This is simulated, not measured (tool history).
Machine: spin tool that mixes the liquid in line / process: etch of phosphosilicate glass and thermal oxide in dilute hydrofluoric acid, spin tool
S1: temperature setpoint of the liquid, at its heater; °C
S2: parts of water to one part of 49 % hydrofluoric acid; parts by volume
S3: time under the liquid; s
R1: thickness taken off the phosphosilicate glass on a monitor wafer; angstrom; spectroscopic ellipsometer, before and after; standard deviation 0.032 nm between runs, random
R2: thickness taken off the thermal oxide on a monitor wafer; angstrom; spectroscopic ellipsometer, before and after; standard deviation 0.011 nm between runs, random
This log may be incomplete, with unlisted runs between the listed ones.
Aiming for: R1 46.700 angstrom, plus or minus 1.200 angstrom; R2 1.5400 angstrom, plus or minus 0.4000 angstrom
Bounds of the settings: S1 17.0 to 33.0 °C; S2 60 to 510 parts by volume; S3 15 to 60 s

run	hour	S1	S2	S3	R1	R2
1	0.0	25.0	285	30	123.170	3.5142
2	1.4	24.0	305	30	110.240	3.8693
3	10.2	24.5	330	30	100.530	3.0058
4	11.5	24.5	330	35	118.050	4.0960
5	19.1	24.5	355	35	107.840	3.7714
6	25.9	24.5	375	35	99.093	3.0259
7	31.1	24.0	390	35	92.162	3.2628
8	38.4	24.0	405	35	87.803	3.3651
9	40.5	24.5	420	35	86.606	2.8563
10	49.0	20.5	510	35	57.251	1.9104
11	50.0	20.0	510	35	56.192	1.6971
12	58.8	21.0	510	30	49.819	1.8818
13	61.3	20.5	510	30	49.496	1.3472
14	66.1	22.5	510	25	44.088	1.5795
15	69.9	22.5	505	25	44.456	1.4420

Exercise: of the 4 proposed moves below, exactly one satisfies all targets within the stated allowed misses. Which move is it?
A	73.7	30.0	490	20	?	?
B	73.7	22.5	510	25	?	?
C	73.7	21.0	505	25	?	?
D	73.7	21.5	455	25	?	?

move	R1	R2
A	46.463	1.3986
B	43.712	1.3158
C	42.233	1.2713
D	49.597	1.4929
A: all results land within tolerance of their targets
B: misses by more than the last run did
C: misses by more than the last run did
D: moves the result that the last run missed by most past its target, out the other side
A is the move that brings every result within its allowed miss.
